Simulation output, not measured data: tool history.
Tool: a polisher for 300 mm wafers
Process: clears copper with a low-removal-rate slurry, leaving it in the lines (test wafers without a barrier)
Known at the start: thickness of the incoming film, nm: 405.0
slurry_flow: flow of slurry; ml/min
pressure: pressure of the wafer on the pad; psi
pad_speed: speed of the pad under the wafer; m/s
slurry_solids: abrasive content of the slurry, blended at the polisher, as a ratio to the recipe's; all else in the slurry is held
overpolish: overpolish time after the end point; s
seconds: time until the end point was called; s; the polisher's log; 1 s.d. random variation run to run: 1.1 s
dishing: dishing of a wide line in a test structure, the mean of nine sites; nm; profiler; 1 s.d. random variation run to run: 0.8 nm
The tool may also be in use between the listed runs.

Run 1, hour 0: slurry_flow 130 ml/min, pressure 3.3 psi, pad_speed 0.86 m/s, slurry_solids 1, overpolish 16 s. Result: seconds 145.32 s, dishing 24.623 nm.
Run 2, hour 7: slurry_flow 100 ml/min, pressure 3.3 psi, pad_speed 0.86 m/s, slurry_solids 1, overpolish 16 s. Result: seconds 159.07 s, dishing 23.827 nm.
Run 3, hour 10.1: slurry_flow 120 ml/min, pressure 3.5 psi, pad_speed 0.86 m/s, slurry_solids 1, overpolish 17 s. Result: seconds 142.34 s, dishing 27.036 nm.
Run 4, hour 11.5: slurry_flow 135 ml/min, pressure 3.7 psi, pad_speed 0.86 m/s, slurry_solids 1, overpolish 18 s. Result: seconds 132.58 s, dishing 28.404 nm.
Run 5, hour 12.5: slurry_flow 105 ml/min, pressure 3.7 psi, pad_speed 0.86 m/s, slurry_solids 1, overpolish 18 s. Result: seconds 140.17 s, dishing 29.009 nm.
At hour 13.1: slurry blender recalibrated.
Run 6, hour 13.1: slurry_flow 80 ml/min, pressure 3.7 psi, pad_speed 0.86 m/s, slurry_solids 1, overpolish 18 s. Result: seconds 139.17 s, dishing 28.873 nm.
Run 7, hour 17: slurry_flow 80 ml/min, pressure 3.9 psi, pad_speed 0.86 m/s, slurry_solids 1, overpolish 18 s. Result: seconds 135.06 s, dishing 29.455 nm.
Run 8, hour 18.2: slurry_flow 90 ml/min, pressure 4.1 psi, pad_speed 0.86 m/s, slurry_solids 1, overpolish 19 s. Result: seconds 123.5 s, dishing 31.987 nm.
Run 9, hour 26: slurry_flow 95 ml/min, pressure 4.2 psi, pad_speed 0.86 m/s, slurry_solids 1, overpolish 20 s. Result: seconds 119.23 s, dishing 35.317 nm.

Run 10 comes next. What will it give?
Run 10, hour 28.4: slurry_flow 100 ml/min, pressure 4.3 psi, pad_speed 0.86 m/s, slurry_solids 1, overpolish 20 s. Result: seconds ?, dishing ?.

{"run 10": {"seconds": 114.24, "dishing": 36.179}}

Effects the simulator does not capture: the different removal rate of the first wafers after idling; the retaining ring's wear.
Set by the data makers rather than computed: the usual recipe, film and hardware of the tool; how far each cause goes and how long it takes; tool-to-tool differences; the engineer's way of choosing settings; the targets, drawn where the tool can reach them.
